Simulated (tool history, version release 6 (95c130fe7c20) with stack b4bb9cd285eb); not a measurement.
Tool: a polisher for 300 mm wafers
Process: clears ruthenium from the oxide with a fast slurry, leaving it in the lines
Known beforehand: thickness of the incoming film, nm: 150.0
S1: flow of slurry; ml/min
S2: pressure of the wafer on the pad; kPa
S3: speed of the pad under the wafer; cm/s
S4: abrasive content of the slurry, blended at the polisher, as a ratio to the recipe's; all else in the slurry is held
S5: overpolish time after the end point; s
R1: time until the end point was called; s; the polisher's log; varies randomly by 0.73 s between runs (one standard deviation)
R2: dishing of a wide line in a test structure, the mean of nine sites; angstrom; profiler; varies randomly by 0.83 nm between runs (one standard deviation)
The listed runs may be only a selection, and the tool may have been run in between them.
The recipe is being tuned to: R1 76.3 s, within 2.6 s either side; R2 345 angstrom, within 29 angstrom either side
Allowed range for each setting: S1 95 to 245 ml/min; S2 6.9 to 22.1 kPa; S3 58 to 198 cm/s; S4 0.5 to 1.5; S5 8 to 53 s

run	day	S1	S2	S3	S4	S5	R1	R2
1	0	155	14.5	128	1	27	49.052	604.21
2	0.117	155	13.8	128	1	26	50.83	577.73
3	0.329	155	15.9	128	1	26	45.089	605.89
4	0.696	155	14.5	128	1	25	48.565	580.22
5	0.788	155	13.1	128	1	23	53.49	481.22
6	0.888	150	12.4	128	1	23	57.372	475.7
7	0.967	145	11.7	128	1	22	60.758	409.12
8	1.192	140	11	128	1	22	63.263	410.89
9	1.538	135	10.3	128	1	22	69.581	379.69
10	1.704	130	10.3	128	1	22	68.289	375.97
11	1.75	125	10.3	128	1	22	70.516	358.29
12	1.912	120	10.3	128	1	22	71.086	357.15
13	2.071	115	10.3	128	1	22	72.079	362.88
# day 2.125: slurry nozzle cleaned
14	2.125	110	10.3	128	1	22	67.314	403.87
15	2.333	115	10.3	128	1	22	66.814	393.04
16	2.667	120	10.3	128	1	22	66.031	397.54

Below are 4 possible settings for the next run. Only one of them brings all results inside the allowed miss of their targets. Which is it?
A	3	120	7.6	142	1.1	28	?	?
B	3	110	6.9	168	1.05	22	?	?
C	3	110	12.4	132	0.95	20	?	?
D	3	95	10.3	118	0.85	20	?	?

move	R1	R2
A	76.241	402.31
B	74.91	328.35
C	55.859	393.22
D	80.712	280.61
A: the furthest-off result lands on target, but another misses its tolerance
B: all results in spec
C: the biggest miss grows against the last run
D: the result that was furthest off in the last run now lies on the other side of its target
So the answer is move B, the one that meets all the targets.
